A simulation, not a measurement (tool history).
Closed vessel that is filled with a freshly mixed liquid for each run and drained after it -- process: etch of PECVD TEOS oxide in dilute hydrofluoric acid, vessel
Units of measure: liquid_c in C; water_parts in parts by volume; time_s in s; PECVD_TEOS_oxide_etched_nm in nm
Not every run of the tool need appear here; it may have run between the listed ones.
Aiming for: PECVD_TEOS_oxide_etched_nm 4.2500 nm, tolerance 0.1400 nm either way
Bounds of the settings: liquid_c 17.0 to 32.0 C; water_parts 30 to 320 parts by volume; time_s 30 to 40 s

run  hour  liquid_c  water_parts  time_s  PECVD_TEOS_oxide_etched_nm
  1   0.0      24.0          175      40                      2.9138
  2   2.8      24.0          210      40                      2.3455
  3  11.0      24.0          210      30                      1.7819
  4  17.8      26.5          190      30                      2.2084
  5  25.1      28.0          190      30                      2.3158
  6  30.1      28.0          160      30                      2.8076
  7  38.4      28.0          140      30                      3.2492
  8  40.5      32.0          115      30                      4.8337
  9  45.7      29.5          115      30                      4.3973

Exactly one of the 4 candidate moves below puts every result within its allowed miss. Which one?
  A  50.9      31.5          175      40                           ?
  B  50.9      31.0          125      30                           ?
  C  50.9      28.5          135      40                           ?
  D  50.9      31.5          135      30                           ?

move  PECVD_TEOS_oxide_etched_nm
   A                      3.8087
   B                      4.2027
   C                      4.6714
   D                      3.9077
A: takes the result that was furthest off past its target
B: hits every target within its allowed miss
C: the biggest miss grows against the last run
D: takes the result that was furthest off past its target
B meets every target.

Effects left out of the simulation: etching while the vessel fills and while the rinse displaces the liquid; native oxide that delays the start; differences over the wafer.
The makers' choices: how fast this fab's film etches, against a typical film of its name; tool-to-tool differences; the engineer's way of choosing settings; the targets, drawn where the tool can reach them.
